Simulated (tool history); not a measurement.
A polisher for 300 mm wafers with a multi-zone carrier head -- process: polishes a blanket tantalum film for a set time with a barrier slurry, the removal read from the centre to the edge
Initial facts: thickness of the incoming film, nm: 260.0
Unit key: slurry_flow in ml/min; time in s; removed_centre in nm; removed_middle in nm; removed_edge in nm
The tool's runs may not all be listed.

run  hour  slurry_flow  centre_zone  middle_zone  edge_zone  slurry_solids  time  removed_centre  removed_middle  removed_edge
  1   0.0          165         1.00         1.00       1.00           1.00    84          91.037          92.941        92.004
  2   4.2          170         1.00         1.00       1.04           1.15    86          98.469         100.540       100.530
  3  10.7          175         0.99         0.99       1.08           1.25    87         100.890         102.310       107.380
  4  14.7          175         0.99         0.99       1.08           1.25    67          76.429          80.846        86.599
  5  20.2          185         1.00         1.00       1.11           1.35    73          87.311          90.557        94.426
  6  28.9          180         0.99         0.99       1.12           1.40    79          94.912          96.982       102.450
  7  35.5          185         0.98         0.99       1.14           1.45    83         100.590         106.790       110.940

For run 8, what comes out?
  8  40.5          190         0.98         0.98       1.16           1.45    85               ?               ?             ?

removed_centre: 101.990 nm
removed_middle: 106.210 nm
removed_edge: 115.550 nm
